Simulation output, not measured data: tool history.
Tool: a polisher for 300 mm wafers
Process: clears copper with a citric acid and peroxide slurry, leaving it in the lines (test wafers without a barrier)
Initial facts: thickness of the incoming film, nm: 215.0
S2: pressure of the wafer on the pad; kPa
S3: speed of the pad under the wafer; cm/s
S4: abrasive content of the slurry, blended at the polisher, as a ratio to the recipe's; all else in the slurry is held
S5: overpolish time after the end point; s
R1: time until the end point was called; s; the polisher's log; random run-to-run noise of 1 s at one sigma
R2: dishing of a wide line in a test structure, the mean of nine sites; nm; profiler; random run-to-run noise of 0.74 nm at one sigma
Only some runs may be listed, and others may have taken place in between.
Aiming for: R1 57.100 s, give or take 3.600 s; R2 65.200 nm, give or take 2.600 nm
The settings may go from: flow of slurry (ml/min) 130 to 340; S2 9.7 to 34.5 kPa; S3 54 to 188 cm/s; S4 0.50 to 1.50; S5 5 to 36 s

{"run": 1, "hour": 0.0, "flow of slurry (ml/min)": 220, "S2": 22.1, "S3": 120, "S4": 1.0, "S5": 18, "R1": 82.998, "R2": 33.756}
{"run": 2, "hour": 5.6, "flow of slurry (ml/min)": 220, "S2": 22.1, "S3": 120, "S4": 1.0, "S5": 12, "R1": 83.056, "R2": 23.351}
{"run": 3, "hour": 8.1, "flow of slurry (ml/min)": 220, "S2": 22.8, "S3": 126, "S4": 1.0, "S5": 15, "R1": 77.812, "R2": 31.011}
{"run": 4, "hour": 13.1, "flow of slurry (ml/min)": 210, "S2": 24.8, "S3": 128, "S4": 0.95, "S5": 17, "R1": 72.434, "R2": 36.28}
{"run": 5, "hour": 20.7, "flow of slurry (ml/min)": 185, "S2": 24.8, "S3": 128, "S4": 0.95, "S5": 17, "R1": 72.23, "R2": 36.164}
{"run": 6, "hour": 27.3, "flow of slurry (ml/min)": 185, "S2": 24.8, "S3": 128, "S4": 0.95, "S5": 13, "R1": 72.081, "R2": 28.506}
{"run": 7, "hour": 29.2, "flow of slurry (ml/min)": 185, "S2": 24.8, "S3": 134, "S4": 0.95, "S5": 16, "R1": 71.418, "R2": 34.877}
{"run": 8, "hour": 32.9, "flow of slurry (ml/min)": 175, "S2": 26.2, "S3": 136, "S4": 0.95, "S5": 18, "R1": 67.584, "R2": 41.158}
{"run": 9, "hour": 39.7, "flow of slurry (ml/min)": 170, "S2": 27.6, "S3": 136, "S4": 0.95, "S5": 19, "R1": 62.758, "R2": 45.149}
{"run": 10, "hour": 45.0, "flow of slurry (ml/min)": 165, "S2": 28.3, "S3": 138, "S4": 0.9, "S5": 20, "R1": 64.082, "R2": 46.375}
{"run": 11, "hour": 51.9, "flow of slurry (ml/min)": 165, "S2": 29.0, "S3": 140, "S4": 0.9, "S5": 21, "R1": 62.307, "R2": 51.247}
{"run": 12, "hour": 53.6, "flow of slurry (ml/min)": 165, "S2": 29.6, "S3": 140, "S4": 0.9, "S5": 22, "R1": 60.852, "R2": 54.144}
{"run": 13, "hour": 57.7, "flow of slurry (ml/min)": 165, "S2": 29.6, "S3": 140, "S4": 0.9, "S5": 22, "R1": 59.91, "R2": 52.783}
{"hour": 65.5, "done": "slurry blender recalibrated"}
{"run": 14, "hour": 65.5, "flow of slurry (ml/min)": 165, "S2": 29.6, "S3": 140, "S4": 0.9, "S5": 22, "R1": 51.69, "R2": 58.403}
{"run": 15, "hour": 74.5, "flow of slurry (ml/min)": 155, "S2": 29.0, "S3": 142, "S4": 0.9, "S5": 23, "R1": 51.38, "R2": 60.062}

Exactly one of the 4 candidate moves below puts every result within its allowed miss. Which one?
{"run": "A", "hour": 83.5, "flow of slurry (ml/min)": 160, "S2": 31.0, "S3": 154, "S4": 0.9, "S5": 18, "R1": "?", "R2": "?"}
{"run": "B", "hour": 83.5, "flow of slurry (ml/min)": 215, "S2": 27.6, "S3": 148, "S4": 0.7, "S5": 27, "R1": "?", "R2": "?"}
{"run": "C", "hour": 83.5, "flow of slurry (ml/min)": 240, "S2": 34.5, "S3": 110, "S4": 0.9, "S5": 20, "R1": "?", "R2": "?"}
{"run": "D", "hour": 83.5, "flow of slurry (ml/min)": 215, "S2": 34.5, "S3": 112, "S4": 0.8, "S5": 22, "R1": "?", "R2": "?"}

move=A R1=45.498 R2=55.272
move=B R1=55.320 R2=64.323
move=C R1=54.341 R2=52.538
move=D R1=56.230 R2=55.181
A: its largest miss is bigger than the last run's
B: in spec on every target
C: its largest miss is bigger than the last run's
D: its largest miss is bigger than the last run's
Answer: B
